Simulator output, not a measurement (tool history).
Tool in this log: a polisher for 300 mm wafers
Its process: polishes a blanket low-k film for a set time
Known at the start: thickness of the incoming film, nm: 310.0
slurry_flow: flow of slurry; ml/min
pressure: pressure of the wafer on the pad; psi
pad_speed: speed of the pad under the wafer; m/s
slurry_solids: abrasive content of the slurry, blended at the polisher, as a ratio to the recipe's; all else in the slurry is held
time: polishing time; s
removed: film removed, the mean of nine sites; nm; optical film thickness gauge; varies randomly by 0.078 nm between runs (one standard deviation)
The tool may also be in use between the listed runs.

run,day,slurry_flow,pressure,pad_speed,slurry_solids,time,removed
1,0.000,175,1.8,0.90,1.0,24,9.9635
2,0.312,175,2.1,0.90,1.0,24,11.4790
3,0.442,175,1.8,0.90,1.0,24,9.9436
4,0.762,175,1.6,0.90,1.0,24,8.9205
5,0.938,175,1.5,0.90,1.0,24,8.5641
6,1.279,175,1.4,0.90,1.0,24,7.9297

Run 7 comes next. What will it give?
7,1.392,175,1.3,0.90,1.0,24,?

{"run 7": {"removed": 7.514}}

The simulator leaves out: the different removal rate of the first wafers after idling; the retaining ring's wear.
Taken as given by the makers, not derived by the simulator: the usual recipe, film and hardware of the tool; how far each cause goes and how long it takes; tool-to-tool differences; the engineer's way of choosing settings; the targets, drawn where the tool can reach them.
